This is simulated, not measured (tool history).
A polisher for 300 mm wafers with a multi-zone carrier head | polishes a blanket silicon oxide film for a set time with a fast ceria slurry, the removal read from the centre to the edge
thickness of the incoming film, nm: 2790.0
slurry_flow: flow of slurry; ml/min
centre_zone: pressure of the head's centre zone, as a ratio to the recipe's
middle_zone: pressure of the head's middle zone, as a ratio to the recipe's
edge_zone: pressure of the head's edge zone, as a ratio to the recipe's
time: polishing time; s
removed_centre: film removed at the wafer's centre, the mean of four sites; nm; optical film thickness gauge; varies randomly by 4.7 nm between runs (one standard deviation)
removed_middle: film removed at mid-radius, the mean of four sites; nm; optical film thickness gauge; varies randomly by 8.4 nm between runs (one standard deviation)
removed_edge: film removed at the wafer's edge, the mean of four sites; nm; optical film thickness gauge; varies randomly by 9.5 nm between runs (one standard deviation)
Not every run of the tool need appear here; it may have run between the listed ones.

Run 1, day 0.000: slurry_flow 135 ml/min, centre_zone 1.00, middle_zone 1.00, edge_zone 1.00, time 70 s. Result: removed_centre 1074.60 nm, removed_middle 1074.90 nm, removed_edge 1044.70 nm.
Run 2, day 0.025: slurry_flow 125 ml/min, centre_zone 0.96, middle_zone 0.95, edge_zone 1.00, time 61 s. Result: removed_centre 878.97 nm, removed_middle 900.20 nm, removed_edge 905.44 nm.
Run 3, day 0.388: slurry_flow 105 ml/min, centre_zone 0.96, middle_zone 0.95, edge_zone 1.00, time 61 s. Result: removed_centre 835.97 nm, removed_middle 870.13 nm, removed_edge 883.62 nm.
Run 4, day 0.504: slurry_flow 120 ml/min, centre_zone 0.96, middle_zone 0.95, edge_zone 1.00, time 61 s. Result: removed_centre 864.85 nm, removed_middle 879.68 nm, removed_edge 913.94 nm.
Run 5, day 0.871: slurry_flow 120 ml/min, centre_zone 0.96, middle_zone 0.95, edge_zone 0.97, time 61 s. Result: removed_centre 860.42 nm, removed_middle 904.24 nm, removed_edge 851.93 nm.
Run 6, day 1.112: slurry_flow 120 ml/min, centre_zone 0.99, middle_zone 0.95, edge_zone 0.97, time 61 s. Result: removed_centre 905.33 nm, removed_middle 861.44 nm, removed_edge 850.69 nm.
Run 7, day 1.412: slurry_flow 110 ml/min, centre_zone 0.96, middle_zone 0.91, edge_zone 0.98, time 55 s. Result: removed_centre 776.74 nm, removed_middle 776.08 nm, removed_edge 781.11 nm.
Run 8, day 1.450: slurry_flow 105 ml/min, centre_zone 0.95, middle_zone 0.88, edge_zone 1.00, time 50 s. Result: removed_centre 685.00 nm, removed_middle 661.64 nm, removed_edge 696.83 nm.
Run 9, day 1.558: slurry_flow 100 ml/min, centre_zone 0.93, middle_zone 0.86, edge_zone 1.01, time 49 s. Result: removed_centre 636.88 nm, removed_middle 635.56 nm, removed_edge 691.70 nm.

Run 10 has not been measured yet. What should we expect?
Run 10, day 1.858: slurry_flow 95 ml/min, centre_zone 0.92, middle_zone 0.85, edge_zone 1.01, time 48 s. Result: removed_centre ?, removed_middle ?, removed_edge ?.

{"run 10": {"removed_centre": 611.7, "removed_middle": 604.24, "removed_edge": 662.19}}
